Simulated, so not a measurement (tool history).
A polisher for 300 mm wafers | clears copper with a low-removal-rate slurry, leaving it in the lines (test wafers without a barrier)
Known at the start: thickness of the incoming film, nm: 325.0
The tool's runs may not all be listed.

| run | day | flow of slurry (ml/min) | pressure of the wafer on the pad (psi) | speed of the pad under the wafer (cm/s) | abrasive content of the slurry | overpolish time after the end point (s) | time until the end point was called (s) | dishing of a wide line in a test structure (nm) |
|---|---|---|---|---|---|---|---|---|
| 1 | 0.000 | 195 | 2.4 | 122 | 1.0 | 11 | 107.490 | 25.420 |
| 2 | 0.071 | 195 | 2.4 | 150 | 1.0 | 11 | 87.069 | 30.474 |
| 3 | 0.354 | 195 | 2.2 | 140 | 1.0 | 10 | 103.570 | 24.698 |
| 4 | 0.617 | 195 | 2.0 | 132 | 1.0 | 9 | 119.060 | 19.240 |
| 5 | 0.812 | 160 | 2.0 | 132 | 1.0 | 9 | 124.310 | 19.345 |
| 6 | 1.062 | 195 | 2.0 | 132 | 1.0 | 9 | 123.120 | 19.492 |
| 7 | 1.229 | 195 | 1.9 | 130 | 1.0 | 8 | 125.750 | 16.591 |

The next listed run, before its measurement:
| 8 | 1.267 | 195 | 1.7 | 128 | 1.0 | 8 | ? | ? |

Run 8 gave time until the end point was called (s) 147.950, dishing of a wide line in a test structure (nm) 14.507.
